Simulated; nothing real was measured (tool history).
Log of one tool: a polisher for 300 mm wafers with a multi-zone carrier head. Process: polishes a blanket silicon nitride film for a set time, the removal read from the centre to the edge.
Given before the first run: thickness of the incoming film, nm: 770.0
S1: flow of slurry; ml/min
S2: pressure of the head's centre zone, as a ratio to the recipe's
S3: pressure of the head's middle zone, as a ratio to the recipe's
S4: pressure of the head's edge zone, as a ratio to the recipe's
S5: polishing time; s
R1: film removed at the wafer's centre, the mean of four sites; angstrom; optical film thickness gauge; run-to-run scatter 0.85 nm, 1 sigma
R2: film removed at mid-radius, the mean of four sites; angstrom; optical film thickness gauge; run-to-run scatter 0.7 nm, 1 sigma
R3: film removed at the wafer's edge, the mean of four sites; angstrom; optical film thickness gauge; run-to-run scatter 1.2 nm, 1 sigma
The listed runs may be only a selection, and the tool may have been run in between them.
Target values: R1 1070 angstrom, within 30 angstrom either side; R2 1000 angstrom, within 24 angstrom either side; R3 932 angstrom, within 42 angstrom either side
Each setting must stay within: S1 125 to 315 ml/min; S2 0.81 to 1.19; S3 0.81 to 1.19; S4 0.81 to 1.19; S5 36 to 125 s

Run 1, hour 0: S1 205 ml/min, S2 1, S3 1, S4 1, S5 80 s. Result: R1 1224.7 angstrom, R2 1227.4 angstrom, R3 1192.5 angstrom.
Run 2, hour 1.9: S1 205 ml/min, S2 1, S3 1, S4 1, S5 66 s. Result: R1 1007.6 angstrom, R2 998.6 angstrom, R3 983.96 angstrom.
Run 3, hour 2.9: S1 210 ml/min, S2 1.01, S3 1, S4 0.99, S5 66 s. Result: R1 1019.6 angstrom, R2 1022.2 angstrom, R3 964.91 angstrom.
Run 4, hour 4: S1 210 ml/min, S2 1.02, S3 1, S4 0.99, S5 66 s. Result: R1 1026.1 angstrom, R2 1014.4 angstrom, R3 1004.8 angstrom.
Run 5, hour 9.9: S1 210 ml/min, S2 1.06, S3 1, S4 0.99, S5 66 s. Result: R1 1056.7 angstrom, R2 1017.5 angstrom, R3 964.22 angstrom.
Run 6, hour 13.7: S1 210 ml/min, S2 1.06, S3 0.95, S4 0.99, S5 66 s. Result: R1 1080.8 angstrom, R2 965.68 angstrom, R3 1001.1 angstrom.
Run 7, hour 21.6: S1 210 ml/min, S2 1.06, S3 0.96, S4 0.98, S5 66 s. Result: R1 1045.5 angstrom, R2 981.7 angstrom, R3 977.33 angstrom.
Run 8, hour 25.2: S1 210 ml/min, S2 1.07, S3 0.96, S4 0.97, S5 66 s. Result: R1 1060.9 angstrom, R2 989.82 angstrom, R3 988.9 angstrom.
Run 9, hour 30.2: S1 210 ml/min, S2 1.08, S3 0.96, S4 0.97, S5 66 s. Result: R1 1063.6 angstrom, R2 975.9 angstrom, R3 970.76 angstrom.

5 candidate next runs follow, results not yet known. Just one meets every target within its allowed miss. Identify it.
Run A, hour 35.2: S1 220 ml/min, S2 1.14, S3 1.02, S4 0.99, S5 63 s. Result: R1 ?, R2 ?, R3 ?.
Run B, hour 35.2: S1 205 ml/min, S2 1.14, S3 0.99, S4 0.92, S5 62 s. Result: R1 ?, R2 ?, R3 ?.
Run C, hour 35.2: S1 185 ml/min, S2 1.1, S3 0.99, S4 1.09, S5 66 s. Result: R1 ?, R2 ?, R3 ?.
Run D, hour 35.2: S1 220 ml/min, S2 1.11, S3 0.92, S4 0.96, S5 64 s. Result: R1 ?, R2 ?, R3 ?.
Run E, hour 35.2: S1 180 ml/min, S2 1.09, S3 0.98, S4 0.91, S5 65 s. Result: R1 ?, R2 ?, R3 ?.

move      R1      R2      R3
   A  1080.1  987.22  954.83
   B  1050.3   937.5  900.91
   C  1065.9  981.11  1027.9
   D  1073.2  919.79  957.12
   E  1036.3  953.63  924.76
A: every result within its allowed miss
B: its largest miss is bigger than the last run's
C: the furthest-off result lands on target, but another misses its tolerance
D: its largest miss is bigger than the last run's
E: its largest miss is bigger than the last run's
Answer: A
